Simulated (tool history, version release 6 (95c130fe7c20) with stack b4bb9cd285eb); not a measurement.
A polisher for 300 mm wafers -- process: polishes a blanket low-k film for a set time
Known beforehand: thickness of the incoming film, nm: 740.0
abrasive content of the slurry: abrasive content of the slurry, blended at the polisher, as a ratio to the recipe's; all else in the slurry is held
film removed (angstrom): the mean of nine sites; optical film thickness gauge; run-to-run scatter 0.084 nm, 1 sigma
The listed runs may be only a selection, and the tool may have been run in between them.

run	hour	flow of slurry (ml/min)	pressure of the wafer on the pad (psi)	speed of the pad under the wafer (cm/s)	abrasive content of the slurry	polishing time (s)	film removed (angstrom)
1	0.0	195	2.0	88	1.00	42	194.05
2	6.6	190	1.7	88	1.00	42	164.23
3	9.9	190	1.7	88	1.15	42	172.67
4	18.4	180	1.5	88	1.15	42	151.62
5	24.1	170	1.4	88	1.15	42	143.02
6	25.6	160	1.3	88	1.15	42	132.50
7	32.0	150	1.3	88	1.15	42	131.66
8	37.9	145	1.3	88	1.15	42	131.42
9	42.2	140	1.3	88	1.15	42	130.34

What will run 10 give?
10	46.6	135	1.3	88	1.15	42	?

film removed (angstrom): 130.68
